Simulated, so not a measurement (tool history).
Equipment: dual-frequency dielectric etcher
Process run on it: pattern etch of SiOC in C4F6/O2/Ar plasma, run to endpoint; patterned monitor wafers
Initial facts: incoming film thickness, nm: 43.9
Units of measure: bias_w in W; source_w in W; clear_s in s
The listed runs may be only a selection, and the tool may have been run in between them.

run  hour  bias_w  source_w  clear_s
  1     0     433       380   15.173
  2   7.5     459       380   14.937
  3  13.6     484       380   14.701
  4  17.1     484       340    15.35
  5  26.1     507       350   14.832
  6  33.6     562       350   14.341
     36.7  -- bias power generator calibrated
  7  36.7     571       360   13.989
  8  43.4     571       360   14.089
  9  45.1     578       360    13.92
 10  53.2     583       360   13.887
 11  59.6     587       360   13.779

Run 12 comes next. What will it give?
 12  63.4     591       360        ?

Run 12 yielded clear_s 13.818 s.
